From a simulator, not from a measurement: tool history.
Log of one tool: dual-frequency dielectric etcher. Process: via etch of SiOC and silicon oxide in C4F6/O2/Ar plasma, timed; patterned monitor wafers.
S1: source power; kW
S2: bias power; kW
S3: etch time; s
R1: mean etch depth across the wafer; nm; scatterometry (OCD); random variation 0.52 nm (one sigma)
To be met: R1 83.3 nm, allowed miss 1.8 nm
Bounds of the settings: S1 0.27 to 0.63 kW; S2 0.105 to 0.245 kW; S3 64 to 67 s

| run | hour | S1 | S2 | S3 | R1 |
|---|---|---|---|---|---|
| 1 | 0 | 0.45 | 0.175 | 64 | 71.317 |
| 2 | 1.5 | 0.48 | 0.178 | 64 | 75.687 |
| 3 | 2.7 | 0.49 | 0.179 | 64 | 76.725 |
| 4 | 4.8 | 0.49 | 0.179 | 67 | 80.915 |
| 5 | 6.4 | 0.44 | 0.179 | 67 | 74.829 |
| 6 | 8.9 | 0.45 | 0.18 | 67 | 76.916 |
| 7 | 17.1 | 0.46 | 0.181 | 67 | 77.335 |
| 8 | 19 | 0.47 | 0.182 | 67 | 77.398 |
| 9 | 19.9 | 0.47 | 0.182 | 67 | 78.82 |
| 10 | 25.4 | 0.48 | 0.183 | 67 | 80.303 |

Which of these 5 next moves meets every target?
| A | 30.9 | 0.54 | 0.203 | 67 | ? |
| B | 30.9 | 0.54 | 0.174 | 66 | ? |
| C | 30.9 | 0.47 | 0.2 | 66 | ? |
| D | 30.9 | 0.51 | 0.188 | 64 | ? |
| E | 30.9 | 0.52 | 0.173 | 64.5 | ? |

| move | R1 |
|---|---|
| A | 88.326 |
| B | 83.543 |
| C | 79.914 |
| D | 79.99 |
| E | 79.776 |
A: takes the result that was furthest off past its target
B: meets every target
C: further off than the last run
D: further off than the last run
E: further off than the last run
Move B is the one to make.

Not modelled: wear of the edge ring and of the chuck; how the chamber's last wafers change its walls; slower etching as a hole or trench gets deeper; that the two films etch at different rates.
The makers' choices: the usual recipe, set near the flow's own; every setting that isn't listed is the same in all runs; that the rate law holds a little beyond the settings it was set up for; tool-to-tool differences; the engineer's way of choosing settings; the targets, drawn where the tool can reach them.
